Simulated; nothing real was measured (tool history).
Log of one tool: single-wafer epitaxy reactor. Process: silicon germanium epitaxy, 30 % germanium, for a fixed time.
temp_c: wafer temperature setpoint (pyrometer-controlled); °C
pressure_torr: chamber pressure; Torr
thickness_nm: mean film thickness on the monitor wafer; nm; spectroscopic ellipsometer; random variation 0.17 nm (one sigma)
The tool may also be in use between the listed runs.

{"run": 1, "hour": 0.0, "temp_c": 600, "pressure_torr": 20.5, "thickness_nm": 56.914}
{"run": 2, "hour": 0.5, "temp_c": 602, "pressure_torr": 20.6, "thickness_nm": 59.677}
{"run": 3, "hour": 1.7, "temp_c": 593, "pressure_torr": 20.6, "thickness_nm": 49.291}
{"run": 4, "hour": 8.6, "temp_c": 584, "pressure_torr": 20.6, "thickness_nm": 40.436}
{"run": 5, "hour": 16.5, "temp_c": 584, "pressure_torr": 24.1, "thickness_nm": 43.426}
{"run": 6, "hour": 22.3, "temp_c": 584, "pressure_torr": 21.2, "thickness_nm": 41.186}
{"run": 7, "hour": 24.6, "temp_c": 591, "pressure_torr": 21.4, "thickness_nm": 47.754}

Forecast run 8:
{"run": 8, "hour": 28.6, "temp_c": 595, "pressure_torr": 21.5, "thickness_nm": "?"}

Run 8 gave thickness_nm 52.528 nm.
